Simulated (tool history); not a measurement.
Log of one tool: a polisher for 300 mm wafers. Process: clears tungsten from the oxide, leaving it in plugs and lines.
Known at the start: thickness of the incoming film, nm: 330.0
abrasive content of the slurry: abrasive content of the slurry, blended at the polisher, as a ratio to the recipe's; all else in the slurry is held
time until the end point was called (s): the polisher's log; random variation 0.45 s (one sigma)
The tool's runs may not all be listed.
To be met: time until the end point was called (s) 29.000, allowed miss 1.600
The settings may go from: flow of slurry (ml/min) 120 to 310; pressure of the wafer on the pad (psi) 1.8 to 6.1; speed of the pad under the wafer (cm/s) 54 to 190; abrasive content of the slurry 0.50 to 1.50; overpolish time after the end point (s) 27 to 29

| run | hour | flow of slurry (ml/min) | pressure of the wafer on the pad (psi) | speed of the pad under the wafer (cm/s) | abrasive content of the slurry | overpolish time after the end point (s) | time until the end point was called (s) |
|---|---|---|---|---|---|---|---|
| 1 | 0.0 | 200 | 3.9 | 122 | 1.00 | 27 | 51.094 |
| 2 | 6.9 | 200 | 4.3 | 124 | 1.00 | 27 | 45.565 |
| 3 | 12.5 | 200 | 4.6 | 126 | 1.00 | 27 | 42.200 |
| 4 | 21.2 | 220 | 4.6 | 126 | 1.00 | 27 | 41.981 |
| 5 | 27.7 | 220 | 4.6 | 146 | 1.00 | 27 | 35.703 |
| 6 | 36.3 | 220 | 4.7 | 146 | 1.00 | 27 | 34.483 |
| 7 | 44.7 | 220 | 4.8 | 146 | 1.00 | 27 | 34.394 |
| 8 | 47.5 | 220 | 4.9 | 146 | 1.00 | 27 | 34.184 |
| 9 | 52.6 | 220 | 5.0 | 146 | 1.00 | 27 | 33.584 |

5 next moves are on the table. One of them brings every result within its allowed miss. Which?
| A | 57.7 | 195 | 5.4 | 162 | 0.90 | 27 | ? |
| B | 57.7 | 220 | 5.5 | 170 | 1.05 | 27 | ? |
| C | 57.7 | 195 | 5.0 | 150 | 1.00 | 28 | ? |
| D | 57.7 | 195 | 5.6 | 166 | 1.05 | 27 | ? |
| E | 57.7 | 225 | 4.7 | 156 | 1.00 | 28 | ? |

| move | time until the end point was called (s) |
|---|---|
| A | 29.362 |
| B | 25.800 |
| C | 32.943 |
| D | 26.285 |
| E | 33.168 |
A: meets every target
B: takes the result that was furthest off past its target
C: nearer than the last run, and not there yet
D: takes the result that was furthest off past its target
E: nearer than the last run, and not there yet
Answer: A
